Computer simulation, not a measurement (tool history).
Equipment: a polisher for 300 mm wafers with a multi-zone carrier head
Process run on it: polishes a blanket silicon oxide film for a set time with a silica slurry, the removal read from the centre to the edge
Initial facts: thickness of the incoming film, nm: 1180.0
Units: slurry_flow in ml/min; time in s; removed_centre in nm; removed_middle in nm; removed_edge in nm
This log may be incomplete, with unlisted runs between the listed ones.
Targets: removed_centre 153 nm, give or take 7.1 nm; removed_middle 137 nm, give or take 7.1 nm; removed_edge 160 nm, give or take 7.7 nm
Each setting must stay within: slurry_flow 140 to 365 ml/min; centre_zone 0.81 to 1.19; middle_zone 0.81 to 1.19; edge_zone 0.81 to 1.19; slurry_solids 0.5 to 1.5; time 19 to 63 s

run 1 hour=0 | slurry_flow=235 centre_zone=1 middle_zone=1 edge_zone=1 slurry_solids=1 time=41 | removed_centre=168.47 removed_middle=172.16 removed_edge=166.56
run 2 hour=3.2 | slurry_flow=235 centre_zone=1.04 middle_zone=1 edge_zone=1 slurry_solids=1 time=41 | removed_centre=173.1 removed_middle=165.45 removed_edge=168.69
run 3 hour=10.2 | slurry_flow=190 centre_zone=1.04 middle_zone=1 edge_zone=1 slurry_solids=1 time=41 | removed_centre=169.3 removed_middle=160.15 removed_edge=167.22
run 4 hour=12.7 | slurry_flow=190 centre_zone=1.04 middle_zone=1 edge_zone=1 slurry_solids=1 time=47 | removed_centre=190.17 removed_middle=180.71 removed_edge=192.44
run 5 hour=19.6 | slurry_flow=190 centre_zone=1.01 middle_zone=1 edge_zone=1 slurry_solids=1 time=47 | removed_centre=185.6 removed_middle=184.42 removed_edge=184.05
run 6 hour=23.6 | slurry_flow=190 centre_zone=1.01 middle_zone=1 edge_zone=1 slurry_solids=1.1 time=47 | removed_centre=197.95 removed_middle=193.31 removed_edge=197.59
run 7 hour=27.7 | slurry_flow=185 centre_zone=1.01 middle_zone=0.99 edge_zone=1 slurry_solids=1.05 time=47 | removed_centre=192.45 removed_middle=185.71 removed_edge=193.99
run 8 hour=32.9 | slurry_flow=180 centre_zone=1.01 middle_zone=0.98 edge_zone=1 slurry_solids=1 time=47 | removed_centre=188.31 removed_middle=182.38 removed_edge=194.3
run 9 hour=39.3 | slurry_flow=180 centre_zone=1.01 middle_zone=0.98 edge_zone=1 slurry_solids=1 time=47 | removed_centre=186.42 removed_middle=176.89 removed_edge=189.64
run 10 hour=47.4 | slurry_flow=180 centre_zone=1.01 middle_zone=0.97 edge_zone=0.99 slurry_solids=0.95 time=47 | removed_centre=186.83 removed_middle=169.59 removed_edge=184.2
run 11 hour=51.9 | slurry_flow=175 centre_zone=1 middle_zone=0.97 edge_zone=1 slurry_solids=0.9 time=47 | removed_centre=173.74 removed_middle=169.68 removed_edge=176.24
run 12 hour=56.6 | slurry_flow=170 centre_zone=1 middle_zone=0.96 edge_zone=1 slurry_solids=0.9 time=47 | removed_centre=175.51 removed_middle=170.34 removed_edge=176.88
run 13 hour=59.4 | slurry_flow=165 centre_zone=1 middle_zone=0.95 edge_zone=1.01 slurry_solids=0.9 time=47 | removed_centre=168.62 removed_middle=164.34 removed_edge=177.78
run 14 hour=64.3 | slurry_flow=165 centre_zone=1 middle_zone=0.95 edge_zone=1.01 slurry_solids=0.9 time=47 | removed_centre=168.71 removed_middle=162.28 removed_edge=178.4

5 next moves are on the table. One of them brings every result within its allowed miss. Which?
run A hour=69.2 | slurry_flow=175 centre_zone=0.86 middle_zone=0.99 edge_zone=1.03 slurry_solids=1.05 time=49 | removed_centre=? removed_middle=? removed_edge=?
run B hour=69.2 | slurry_flow=225 centre_zone=0.88 middle_zone=1.19 edge_zone=0.81 slurry_solids=0.85 time=43 | removed_centre=? removed_middle=? removed_edge=?
run C hour=69.2 | slurry_flow=140 centre_zone=1.01 middle_zone=1.02 edge_zone=1.06 slurry_solids=1.4 time=43 | removed_centre=? removed_middle=? removed_edge=?
run D hour=69.2 | slurry_flow=205 centre_zone=0.98 middle_zone=0.85 edge_zone=1.01 slurry_solids=1.05 time=38 | removed_centre=? removed_middle=? removed_edge=?
run E hour=69.2 | slurry_flow=140 centre_zone=0.84 middle_zone=0.81 edge_zone=1.19 slurry_solids=1.05 time=48 | removed_centre=? removed_middle=? removed_edge=?

move=A removed_centre=166.47 removed_middle=189.91 removed_edge=199.49
move=B removed_centre=142.22 removed_middle=184.36 removed_edge=148.83
move=C removed_centre=182.63 removed_middle=182.68 removed_edge=192.08
move=D removed_centre=151.71 removed_middle=133.22 removed_edge=156.86
move=E removed_centre=150.53 removed_middle=150.04 removed_edge=201.28
A: the biggest miss grows against the last run
B: the biggest miss grows against the last run
C: the biggest miss grows against the last run
D: meets every target
E: the biggest miss grows against the last run
D meets every target.

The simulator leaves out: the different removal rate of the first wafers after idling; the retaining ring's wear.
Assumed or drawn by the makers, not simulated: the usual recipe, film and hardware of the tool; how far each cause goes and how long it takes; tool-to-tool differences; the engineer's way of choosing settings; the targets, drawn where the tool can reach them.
